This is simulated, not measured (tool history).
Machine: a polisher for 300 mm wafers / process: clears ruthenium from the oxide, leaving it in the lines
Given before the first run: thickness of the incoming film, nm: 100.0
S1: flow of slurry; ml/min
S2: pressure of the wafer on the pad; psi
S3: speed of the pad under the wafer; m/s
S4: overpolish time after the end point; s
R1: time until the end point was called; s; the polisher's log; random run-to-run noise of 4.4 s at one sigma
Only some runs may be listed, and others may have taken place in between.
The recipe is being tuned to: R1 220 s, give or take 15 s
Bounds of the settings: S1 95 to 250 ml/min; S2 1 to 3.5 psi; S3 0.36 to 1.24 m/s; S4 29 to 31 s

| run | hour | S1 | S2 | S3 | S4 | R1 |
|---|---|---|---|---|---|---|
| 1 | 0 | 160 | 2.2 | 0.8 | 29 | 112.7 |
| 2 | 8.5 | 160 | 2.2 | 0.8 | 31 | 108.63 |
| 3 | 11.6 | 160 | 2.2 | 0.8 | 31 | 115.57 |
| 4 | 20.6 | 125 | 2.2 | 0.8 | 31 | 115.24 |
| 5 | 23 | 125 | 2.2 | 0.8 | 29 | 114.1 |
| 6 | 24.3 | 125 | 2 | 0.78 | 29 | 129.9 |
|  | 26.7 | worn pad replaced by a new one |
| 7 | 26.7 | 125 | 1.8 | 0.76 | 29 | 137.51 |
| 8 | 30 | 125 | 1.7 | 0.72 | 29 | 150.3 |
| 9 | 34.9 | 125 | 1.6 | 0.7 | 29 | 159.76 |
| 10 | 40.7 | 125 | 1.5 | 0.68 | 29 | 181.4 |

Which one of the following 4 next-run settings gets every result inside its allowed miss? There is exactly one.
| A | 46.5 | 100 | 1.2 | 0.82 | 29 | ? |
| B | 46.5 | 120 | 1.1 | 0.62 | 30 | ? |
| C | 46.5 | 110 | 1.4 | 0.6 | 29 | ? |
| D | 46.5 | 180 | 1.3 | 0.52 | 29 | ? |

| move | R1 |
|---|---|
| A | 193.61 |
| B | 267.09 |
| C | 222.46 |
| D | 254.69 |
A: nearer than the last run, and not there yet
B: takes the biggest miss from the last run beyond its target
C: meets every target
D: takes the biggest miss from the last run beyond its target
C meets every target.

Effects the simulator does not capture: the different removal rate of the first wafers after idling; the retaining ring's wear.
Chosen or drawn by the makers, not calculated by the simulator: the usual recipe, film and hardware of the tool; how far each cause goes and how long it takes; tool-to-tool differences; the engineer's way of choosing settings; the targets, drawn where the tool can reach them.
